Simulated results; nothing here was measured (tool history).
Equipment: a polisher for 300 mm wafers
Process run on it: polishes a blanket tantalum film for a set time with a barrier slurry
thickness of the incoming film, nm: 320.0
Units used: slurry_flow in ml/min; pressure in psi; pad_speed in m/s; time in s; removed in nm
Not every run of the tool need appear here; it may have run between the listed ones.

run 1 hour=0.0 | slurry_flow=165 pressure=2.0 pad_speed=1.18 slurry_solids=1.0 time=64 | removed=144.62
run 2 hour=1.5 | slurry_flow=165 pressure=2.2 pad_speed=1.18 slurry_solids=1.0 time=64 | removed=155.41
run 3 hour=4.7 | slurry_flow=185 pressure=2.2 pad_speed=1.18 slurry_solids=1.0 time=64 | removed=160.10
run 4 hour=8.8 | slurry_flow=185 pressure=2.2 pad_speed=1.18 slurry_solids=1.0 time=67 | removed=163.08
run 5 hour=14.7 | slurry_flow=185 pressure=1.9 pad_speed=1.16 slurry_solids=1.0 time=67 | removed=147.54
run 6 hour=16.7 | slurry_flow=185 pressure=1.9 pad_speed=1.16 slurry_solids=1.0 time=64 | removed=138.18
run 7 hour=18.5 | slurry_flow=185 pressure=1.7 pad_speed=1.14 slurry_solids=1.0 time=64 | removed=120.12
run 8 hour=20.2 | slurry_flow=185 pressure=1.6 pad_speed=1.14 slurry_solids=1.0 time=64 | removed=112.94

What will run 9 give?
run 9 hour=24.8 | slurry_flow=185 pressure=1.5 pad_speed=1.14 slurry_solids=1.0 time=64 | removed=?

{"run 9": {"removed": 109.93}}
